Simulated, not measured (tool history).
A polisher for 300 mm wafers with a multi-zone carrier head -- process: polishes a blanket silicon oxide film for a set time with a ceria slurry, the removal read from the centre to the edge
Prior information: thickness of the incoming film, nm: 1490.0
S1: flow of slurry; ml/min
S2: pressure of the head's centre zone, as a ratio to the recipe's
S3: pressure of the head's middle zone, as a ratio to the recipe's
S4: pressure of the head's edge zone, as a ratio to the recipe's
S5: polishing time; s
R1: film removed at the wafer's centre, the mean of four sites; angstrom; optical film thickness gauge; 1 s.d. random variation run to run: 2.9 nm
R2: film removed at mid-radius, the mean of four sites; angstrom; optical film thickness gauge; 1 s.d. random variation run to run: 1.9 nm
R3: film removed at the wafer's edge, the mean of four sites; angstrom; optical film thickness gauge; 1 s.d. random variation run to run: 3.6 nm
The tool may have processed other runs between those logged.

run 1 hour=0 | S1=125 S2=1 S3=1 S4=1 S5=82 | R1=3782.8 R2=3677 R3=3784.1
run 2 hour=5.5 | S1=115 S2=0.96 S3=0.95 S4=0.96 S5=79 | R1=3393.2 R2=3387.2 R3=3487.4
run 3 hour=9.6 | S1=105 S2=0.94 S3=0.91 S4=0.96 S5=77 | R1=3183.1 R2=3038.3 R3=3396.7
run 4 hour=17 | S1=105 S2=0.94 S3=0.91 S4=0.92 S5=77 | R1=3145.8 R2=3048.6 R3=3306.9
run 5 hour=18.4 | S1=95 S2=0.92 S3=0.9 S4=0.9 S5=76 | R1=2965.2 R2=2942.8 R3=3163.3
run 6 hour=20 | S1=95 S2=0.85 S3=0.9 S4=0.9 S5=76 | R1=2756.5 R2=2906 R3=3209.8

Forecast run 7:
run 7 hour=27.9 | S1=90 S2=0.86 S3=0.89 S4=0.89 S5=76 | R1=? R2=? R3=?

Run 7 came out at R1 2774.6 angstrom, R2 2864.5 angstrom, R3 3211.1 angstrom.
